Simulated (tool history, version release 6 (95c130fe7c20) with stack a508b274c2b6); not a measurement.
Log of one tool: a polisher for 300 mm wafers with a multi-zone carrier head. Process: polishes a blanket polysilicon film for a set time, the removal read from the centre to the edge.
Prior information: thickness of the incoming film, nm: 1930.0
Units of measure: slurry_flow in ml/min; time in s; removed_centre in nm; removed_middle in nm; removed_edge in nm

run	hour	slurry_flow	centre_zone	middle_zone	edge_zone	time	removed_centre	removed_middle	removed_edge
1	0.0	125	1.00	1.00	1.00	68	577.80	572.44	579.04
2	1.3	125	1.00	1.00	0.92	68	582.39	575.26	570.99
3	9.5	125	1.04	1.00	0.92	68	595.22	574.52	574.36
4	13.0	130	1.03	1.00	0.94	69	615.38	578.48	577.48
5	17.4	130	1.03	0.96	0.94	69	609.52	567.08	592.53
6	19.4	130	1.02	0.96	0.95	70	612.31	570.25	591.10

Run 7 has not been measured yet. What should we expect?
7	23.1	130	1.01	0.97	0.96	71	?	?	?

Run 7 measured removed_centre 619.99 nm, removed_middle 586.63 nm, removed_edge 598.87 nm.
